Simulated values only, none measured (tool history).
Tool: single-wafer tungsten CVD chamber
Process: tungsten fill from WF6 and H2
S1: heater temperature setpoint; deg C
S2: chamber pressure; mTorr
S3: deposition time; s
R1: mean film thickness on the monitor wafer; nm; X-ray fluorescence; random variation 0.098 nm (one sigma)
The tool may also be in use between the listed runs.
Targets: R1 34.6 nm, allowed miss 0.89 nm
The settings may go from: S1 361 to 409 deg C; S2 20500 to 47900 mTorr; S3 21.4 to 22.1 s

run    day   S1     S2    S3      R1
  1      0  385  34200  21.4  45.045
  2  0.096  385  34200  21.4  45.105
  3  0.421  383  34100  21.4  43.352
  4  0.467  383  31800  21.4  42.101
  5   0.65  383  29100  21.4  40.777
  6  0.762  382  29000  21.4  39.927
  7  1.042  381  28900  21.4  39.185
  8  1.079  380  28900  21.4  38.412
  9  1.179  379  28900  21.4  37.757
 10    1.2  378  28900  21.4  36.752

Which of these 4 next moves meets every target?
  A  1.221  374  25100  21.7   ?
  B  1.221  375  28500  21.4   ?
  C  1.221  372  29800  21.4   ?
  D  1.221  381  22800  22.1   ?

move      R1
   A  32.716
   B  34.413
   C  32.861
   D  37.202
A: takes the result that was furthest off past its target
B: meets every target
C: takes the result that was furthest off past its target
D: further off than the last run
The right move is B.
